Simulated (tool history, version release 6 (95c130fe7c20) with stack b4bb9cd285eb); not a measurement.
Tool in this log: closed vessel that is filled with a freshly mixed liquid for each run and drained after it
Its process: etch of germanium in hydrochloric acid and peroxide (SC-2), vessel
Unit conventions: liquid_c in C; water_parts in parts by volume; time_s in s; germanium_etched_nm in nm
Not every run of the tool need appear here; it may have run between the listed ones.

run,hour,liquid_c,water_parts,time_s,germanium_etched_nm
1,0.0,58.0,7.0,85,371.95
2,8.2,58.0,7.0,90,390.50
3,16.1,55.0,7.0,90,357.79
4,16.8,52.5,7.0,90,330.79
5,20.4,52.5,9.0,90,326.92
6,25.6,52.5,11.0,90,319.71
7,28.1,52.0,11.0,90,314.89

Run 8 is up next; what results do you expect?
8,29.6,51.5,11.0,90,?

Logged for run 8: germanium_etched_nm 310.38 nm.
